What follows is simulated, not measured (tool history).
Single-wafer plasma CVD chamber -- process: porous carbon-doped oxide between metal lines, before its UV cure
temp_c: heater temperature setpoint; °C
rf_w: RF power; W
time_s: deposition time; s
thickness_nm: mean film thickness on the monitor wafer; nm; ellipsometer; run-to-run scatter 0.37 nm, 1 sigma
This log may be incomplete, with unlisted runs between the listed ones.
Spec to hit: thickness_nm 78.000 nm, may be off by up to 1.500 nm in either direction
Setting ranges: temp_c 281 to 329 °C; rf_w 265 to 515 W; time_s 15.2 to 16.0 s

run 1 hour=0.0 | temp_c=305 rf_w=390 time_s=16.0 | thickness_nm=64.708
run 2 hour=5.1 | temp_c=300 rf_w=400 time_s=16.0 | thickness_nm=68.141
run 3 hour=11.3 | temp_c=296 rf_w=400 time_s=16.0 | thickness_nm=70.263
run 4 hour=18.9 | temp_c=296 rf_w=400 time_s=16.0 | thickness_nm=70.192
run 5 hour=24.3 | temp_c=293 rf_w=400 time_s=16.0 | thickness_nm=71.262
run 6 hour=25.7 | temp_c=290 rf_w=405 time_s=16.0 | thickness_nm=74.313
run 7 hour=26.8 | temp_c=289 rf_w=405 time_s=16.0 | thickness_nm=74.519
run 8 hour=34.8 | temp_c=288 rf_w=405 time_s=16.0 | thickness_nm=74.522
run 9 hour=37.1 | temp_c=282 rf_w=415 time_s=16.0 | thickness_nm=79.805

Below are 4 possible settings for the next run. Only one of them brings all results inside the allowed miss of their targets. Which is it?
run A hour=39.4 | temp_c=287 rf_w=410 time_s=15.3 | thickness_nm=?
run B hour=39.4 | temp_c=294 rf_w=440 time_s=16.0 | thickness_nm=?
run C hour=39.4 | temp_c=288 rf_w=410 time_s=15.5 | thickness_nm=?
run D hour=39.4 | temp_c=290 rf_w=405 time_s=15.9 | thickness_nm=?

move=A thickness_nm=72.345
move=B thickness_nm=77.072
move=C thickness_nm=72.763
move=D thickness_nm=72.721
A: moves the result that the last run missed by most past its target, out the other side
B: in spec on every target
C: moves the result that the last run missed by most past its target, out the other side
D: moves the result that the last run missed by most past its target, out the other side
Answer: B
